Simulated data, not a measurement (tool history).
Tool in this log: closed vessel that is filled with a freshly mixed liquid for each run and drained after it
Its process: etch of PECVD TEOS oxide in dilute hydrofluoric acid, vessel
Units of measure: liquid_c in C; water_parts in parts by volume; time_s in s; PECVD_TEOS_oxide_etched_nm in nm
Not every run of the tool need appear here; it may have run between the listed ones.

run  hour  liquid_c  water_parts  time_s  PECVD_TEOS_oxide_etched_nm
  1     0        24          175      40                      2.9138
  2   2.8        24          210      40                      2.3455
  3    11        24          210      30                      1.7819
  4  17.8      26.5          190      30                      2.2084
  5  25.1        28          190      30                      2.3158
  6  30.1        28          160      30                      2.8076
  7  38.4        28          140      30                      3.2492
  8  40.5        32          115      30                      4.8337

Predict the results of run 9:
  9  45.7      29.5          115      30                           ?

Logged for run 9: PECVD_TEOS_oxide_etched_nm 4.3973 nm.

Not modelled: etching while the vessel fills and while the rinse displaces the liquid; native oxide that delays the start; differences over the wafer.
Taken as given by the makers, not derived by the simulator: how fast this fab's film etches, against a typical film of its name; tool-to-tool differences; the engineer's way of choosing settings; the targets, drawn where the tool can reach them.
